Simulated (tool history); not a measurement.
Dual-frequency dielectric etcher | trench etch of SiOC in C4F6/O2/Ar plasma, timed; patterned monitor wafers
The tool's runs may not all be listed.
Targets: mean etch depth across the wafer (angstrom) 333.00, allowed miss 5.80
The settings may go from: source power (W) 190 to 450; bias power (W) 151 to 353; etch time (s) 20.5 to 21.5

run,day,source power (W),bias power (W),etch time (s),mean etch depth across the wafer (angstrom)
1,0.000,320,252,20.5,405.06
2,0.071,320,252,21.5,426.10
3,0.346,290,252,21.5,412.00
4,0.379,290,252,20.5,394.04
5,0.621,340,252,20.5,419.18
6,0.804,300,244,20.5,394.13
7,0.883,270,233,20.5,367.32
8,0.908,250,231,20.5,358.44
9,1.167,240,230,20.5,350.63

4 next moves are on the table. One of them brings every result within its allowed miss. Which?
A,1.425,220,229,20.5,?
B,1.425,200,262,21.0,?
C,1.425,190,265,21.0,?
D,1.425,220,246,21.0,?

move,mean etch depth across the wafer (angstrom)
A,337.73
B,351.25
C,345.21
D,356.40
A: meets every target
B: as far off as the last run
C: nearer than the last run, and not there yet
D: further off than the last run
Move A is the one to make.
